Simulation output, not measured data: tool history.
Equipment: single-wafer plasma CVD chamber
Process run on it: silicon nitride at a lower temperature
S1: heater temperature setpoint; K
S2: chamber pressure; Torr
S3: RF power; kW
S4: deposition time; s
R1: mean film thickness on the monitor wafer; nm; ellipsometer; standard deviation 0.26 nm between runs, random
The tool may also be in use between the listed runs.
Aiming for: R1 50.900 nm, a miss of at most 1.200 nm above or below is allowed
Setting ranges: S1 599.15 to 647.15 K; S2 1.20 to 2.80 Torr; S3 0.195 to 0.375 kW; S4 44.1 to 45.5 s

run	day	S1	S2	S3	S4	R1
1	0.000	623.15	2.00	0.285	44.1	59.264
2	0.275	623.15	1.94	0.280	44.1	57.719
3	0.358	623.15	2.29	0.280	44.1	60.565
4	0.721	623.15	2.21	0.275	44.1	58.320
5	0.992	623.15	2.21	0.275	45.5	60.022
6	1.150	623.15	2.16	0.270	45.5	59.284
7	1.467	623.15	2.10	0.265	45.5	58.654
8	1.662	623.15	2.06	0.260	45.4	56.976
9	1.925	623.15	2.01	0.255	45.4	55.028
10	2.088	623.15	1.97	0.255	45.4	54.958
# day 2.362: thermocouple changed; heater temperature recalibrated
11	2.362	623.15	1.93	0.255	45.4	54.674
12	2.662	623.15	1.89	0.255	45.4	54.483
13	3.021	623.15	1.85	0.255	45.4	53.592
14	3.104	623.15	1.82	0.255	45.4	54.566
15	3.312	623.15	1.79	0.255	45.4	53.737
16	3.579	623.15	1.76	0.255	45.4	54.256
17	3.621	623.15	1.76	0.255	45.4	53.431
18	3.846	623.15	1.73	0.255	45.4	53.261
19	3.988	623.15	1.71	0.255	45.4	53.083

Exercise: of the 5 proposed moves below, exactly one satisfies all targets within the stated allowed misses. Which move is it?
A	4.129	620.15	1.92	0.230	44.1	?
B	4.129	636.15	2.00	0.245	44.1	?
C	4.129	621.15	1.66	0.260	45.5	?
D	4.129	617.15	1.72	0.285	45.5	?
E	4.129	628.15	1.83	0.260	45.5	?

move	R1
A	47.981
B	51.029
C	53.722
D	58.741
E	54.691
A: pushes the last run's worst result past its target
B: every result lands within tolerance
C: misses by more than the last run did
D: misses by more than the last run did
E: misses by more than the last run did
Answer: B
